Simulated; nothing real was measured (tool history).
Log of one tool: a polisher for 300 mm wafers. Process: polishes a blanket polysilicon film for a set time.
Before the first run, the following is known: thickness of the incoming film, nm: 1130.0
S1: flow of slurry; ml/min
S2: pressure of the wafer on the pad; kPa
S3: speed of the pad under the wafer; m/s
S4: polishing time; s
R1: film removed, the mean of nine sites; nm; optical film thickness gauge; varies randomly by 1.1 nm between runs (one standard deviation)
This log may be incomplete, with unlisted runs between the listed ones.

run	hour	S1	S2	S3	S4	R1
1	0.0	320	15.2	0.78	37	196.05
2	5.2	245	15.2	0.78	37	189.12
3	7.1	245	13.8	0.78	37	177.69
4	8.9	245	12.4	0.78	37	155.15
5	15.5	245	12.4	0.78	33	142.30
6	23.5	245	11.7	0.78	33	131.91
7	25.0	245	11.0	0.78	33	126.94

Expected results for the next run?
8	25.7	245	10.3	0.78	33	?

{"run 8": {"R1": 119.03}}

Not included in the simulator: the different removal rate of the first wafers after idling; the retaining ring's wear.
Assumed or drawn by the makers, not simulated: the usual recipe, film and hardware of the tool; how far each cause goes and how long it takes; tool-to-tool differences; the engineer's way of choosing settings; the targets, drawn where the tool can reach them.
